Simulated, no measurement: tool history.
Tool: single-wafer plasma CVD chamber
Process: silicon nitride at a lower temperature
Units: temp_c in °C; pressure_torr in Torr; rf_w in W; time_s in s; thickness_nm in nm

run,hour,temp_c,pressure_torr,rf_w,time_s,thickness_nm
1,0.0,365,1.92,360,31.2,40.958
2,3.4,374,1.92,360,31.2,40.966
3,9.1,374,1.92,360,31.2,40.923
4,10.9,374,1.92,310,31.2,35.989
5,18.6,374,1.92,310,31.2,35.992
6,26.3,374,2.25,310,31.2,37.246

Forecast run 7:
7,27.7,374,2.31,335,31.2,?

thickness_nm: 40.080 nm
